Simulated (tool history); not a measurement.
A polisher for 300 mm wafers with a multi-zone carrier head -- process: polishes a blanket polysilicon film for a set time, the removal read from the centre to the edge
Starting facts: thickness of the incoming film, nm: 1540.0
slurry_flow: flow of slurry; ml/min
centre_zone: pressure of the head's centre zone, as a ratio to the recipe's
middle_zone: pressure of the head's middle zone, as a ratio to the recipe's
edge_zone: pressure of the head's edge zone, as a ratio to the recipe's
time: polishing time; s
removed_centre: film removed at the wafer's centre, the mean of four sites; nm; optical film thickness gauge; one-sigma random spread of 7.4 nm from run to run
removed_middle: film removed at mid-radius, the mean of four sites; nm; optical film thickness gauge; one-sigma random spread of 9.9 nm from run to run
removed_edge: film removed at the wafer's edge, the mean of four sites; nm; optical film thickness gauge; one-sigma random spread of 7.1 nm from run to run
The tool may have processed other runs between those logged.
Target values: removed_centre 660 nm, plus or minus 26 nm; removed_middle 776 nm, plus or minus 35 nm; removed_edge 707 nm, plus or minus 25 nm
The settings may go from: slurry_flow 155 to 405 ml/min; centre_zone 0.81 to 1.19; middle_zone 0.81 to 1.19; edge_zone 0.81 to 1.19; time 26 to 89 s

{"run": 1, "hour": 0.0, "slurry_flow": 260, "centre_zone": 1, "middle_zone": 1, "edge_zone": 1, "time": 57, "removed_centre": 524.9, "removed_middle": 533.16, "removed_edge": 535.96}
{"run": 2, "hour": 2.6, "slurry_flow": 210, "centre_zone": 1, "middle_zone": 1, "edge_zone": 1, "time": 57, "removed_centre": 508.8, "removed_middle": 515.18, "removed_edge": 533.65}
{"run": 3, "hour": 10.9, "slurry_flow": 215, "centre_zone": 1, "middle_zone": 1.04, "edge_zone": 1.02, "time": 60, "removed_centre": 545.95, "removed_middle": 559.22, "removed_edge": 565.13}
{"run": 4, "hour": 18.2, "slurry_flow": 215, "centre_zone": 1, "middle_zone": 1.04, "edge_zone": 1.05, "time": 60, "removed_centre": 537.21, "removed_middle": 559.7, "removed_edge": 570.87}
{"run": 5, "hour": 23.5, "slurry_flow": 265, "centre_zone": 1, "middle_zone": 1.04, "edge_zone": 1.05, "time": 60, "removed_centre": 559.68, "removed_middle": 573.2, "removed_edge": 567.41}
{"run": 6, "hour": 30.5, "slurry_flow": 220, "centre_zone": 1, "middle_zone": 1.04, "edge_zone": 1.05, "time": 60, "removed_centre": 541.63, "removed_middle": 563.5, "removed_edge": 555.99}
{"run": 7, "hour": 38.4, "slurry_flow": 220, "centre_zone": 1, "middle_zone": 1.04, "edge_zone": 1.05, "time": 60, "removed_centre": 543.65, "removed_middle": 560.29, "removed_edge": 574.78}
{"run": 8, "hour": 42.5, "slurry_flow": 220, "centre_zone": 1, "middle_zone": 1.04, "edge_zone": 1.05, "time": 60, "removed_centre": 545.42, "removed_middle": 564.28, "removed_edge": 571.01}
{"run": 9, "hour": 50.5, "slurry_flow": 220, "centre_zone": 0.99, "middle_zone": 1.07, "edge_zone": 1.05, "time": 63, "removed_centre": 568.44, "removed_middle": 615.43, "removed_edge": 594.58}
{"run": 10, "hour": 56.5, "slurry_flow": 215, "centre_zone": 0.98, "middle_zone": 1.08, "edge_zone": 1.06, "time": 65, "removed_centre": 575.93, "removed_middle": 634.26, "removed_edge": 625.65}
{"run": 11, "hour": 59.5, "slurry_flow": 220, "centre_zone": 0.98, "middle_zone": 1.1, "edge_zone": 1.06, "time": 67, "removed_centre": 590.49, "removed_middle": 670.26, "removed_edge": 640.79}
{"run": 12, "hour": 61.4, "slurry_flow": 225, "centre_zone": 0.98, "middle_zone": 1.11, "edge_zone": 1.07, "time": 68, "removed_centre": 604.45, "removed_middle": 675.95, "removed_edge": 661.46}

Of the 4 settings listed for the next run, only one would bring every result within its allowed miss of target. Which one?
{"run": "A", "hour": 63.3, "slurry_flow": 265, "centre_zone": 1.02, "middle_zone": 1.19, "edge_zone": 0.92, "time": 78, "removed_centre": "?", "removed_middle": "?", "removed_edge": "?"}
{"run": "B", "hour": 63.3, "slurry_flow": 200, "centre_zone": 0.93, "middle_zone": 1.18, "edge_zone": 0.93, "time": 84, "removed_centre": "?", "removed_middle": "?", "removed_edge": "?"}
{"run": "C", "hour": 63.3, "slurry_flow": 215, "centre_zone": 1.07, "middle_zone": 1.07, "edge_zone": 1.03, "time": 75, "removed_centre": "?", "removed_middle": "?", "removed_edge": "?"}
{"run": "D", "hour": 63.3, "slurry_flow": 255, "centre_zone": 0.98, "middle_zone": 1.18, "edge_zone": 1.07, "time": 73, "removed_centre": "?", "removed_middle": "?", "removed_edge": "?"}

move=A removed_centre=737.46 removed_middle=816.96 removed_edge=697.85
move=B removed_centre=705.85 removed_middle=854.49 removed_edge=742.81
move=C removed_centre=730.09 removed_middle=704.97 removed_edge=700.53
move=D removed_centre=660.72 removed_middle=756.79 removed_edge=700.88
A: the result that was furthest off in the last run now lies on the other side of its target
B: the result that was furthest off in the last run now lies on the other side of its target
C: nearer the targets than the last run, but a result is still out of spec
D: meets every target
So the answer is move D, the one that meets all the targets.
